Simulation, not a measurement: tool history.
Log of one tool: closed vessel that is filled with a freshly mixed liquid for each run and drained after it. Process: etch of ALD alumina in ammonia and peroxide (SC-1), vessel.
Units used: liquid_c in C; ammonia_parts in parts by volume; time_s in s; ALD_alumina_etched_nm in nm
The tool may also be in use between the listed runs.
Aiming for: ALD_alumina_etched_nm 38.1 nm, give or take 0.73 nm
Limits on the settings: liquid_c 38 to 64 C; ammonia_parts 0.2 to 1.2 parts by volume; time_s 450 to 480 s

run 1 hour=0 | liquid_c=48 ammonia_parts=0.8 time_s=450 | ALD_alumina_etched_nm=22.962
run 2 hour=3.4 | liquid_c=41 ammonia_parts=0.8 time_s=450 | ALD_alumina_etched_nm=15.233
run 3 hour=12.2 | liquid_c=44.5 ammonia_parts=0.8 time_s=450 | ALD_alumina_etched_nm=18.737
run 4 hour=15.1 | liquid_c=47.5 ammonia_parts=0.8 time_s=450 | ALD_alumina_etched_nm=22.28
run 5 hour=18.8 | liquid_c=47.5 ammonia_parts=0.8 time_s=480 | ALD_alumina_etched_nm=23.737
run 6 hour=25 | liquid_c=49.5 ammonia_parts=0.8 time_s=480 | ALD_alumina_etched_nm=26.654
run 7 hour=31.1 | liquid_c=51 ammonia_parts=0.8 time_s=480 | ALD_alumina_etched_nm=28.632
run 8 hour=35.9 | liquid_c=52.5 ammonia_parts=0.8 time_s=480 | ALD_alumina_etched_nm=31.021
run 9 hour=40.3 | liquid_c=53.5 ammonia_parts=0.8 time_s=480 | ALD_alumina_etched_nm=32.747
run 10 hour=43.9 | liquid_c=54 ammonia_parts=0.8 time_s=480 | ALD_alumina_etched_nm=33.713
run 11 hour=47 | liquid_c=54 ammonia_parts=0.8 time_s=480 | ALD_alumina_etched_nm=33.875
run 12 hour=49.5 | liquid_c=54.5 ammonia_parts=0.8 time_s=480 | ALD_alumina_etched_nm=34.971
run 13 hour=54 | liquid_c=55 ammonia_parts=0.8 time_s=480 | ALD_alumina_etched_nm=35.907
run 14 hour=62.6 | liquid_c=55.5 ammonia_parts=0.8 time_s=480 | ALD_alumina_etched_nm=36.586

Pick the move, out of 5, that brings all results within their allowed miss; only one does.
run A hour=71.2 | liquid_c=57 ammonia_parts=0.9 time_s=480 | ALD_alumina_etched_nm=?
run B hour=71.2 | liquid_c=56 ammonia_parts=0.8 time_s=470 | ALD_alumina_etched_nm=?
run C hour=71.2 | liquid_c=57.5 ammonia_parts=0.65 time_s=480 | ALD_alumina_etched_nm=?
run D hour=71.2 | liquid_c=57 ammonia_parts=1.15 time_s=450 | ALD_alumina_etched_nm=?
run E hour=71.2 | liquid_c=55.5 ammonia_parts=0.7 time_s=480 | ALD_alumina_etched_nm=?

move=A ALD_alumina_etched_nm=39.803
move=B ALD_alumina_etched_nm=36.567
move=C ALD_alumina_etched_nm=39.616
move=D ALD_alumina_etched_nm=38.195
move=E ALD_alumina_etched_nm=35.912
A: pushes the last run's worst result past its target
B: just as far off the targets as the last run
C: pushes the last run's worst result past its target
D: meets every target
E: moves away from the targets compared with the last run
The right move is D.
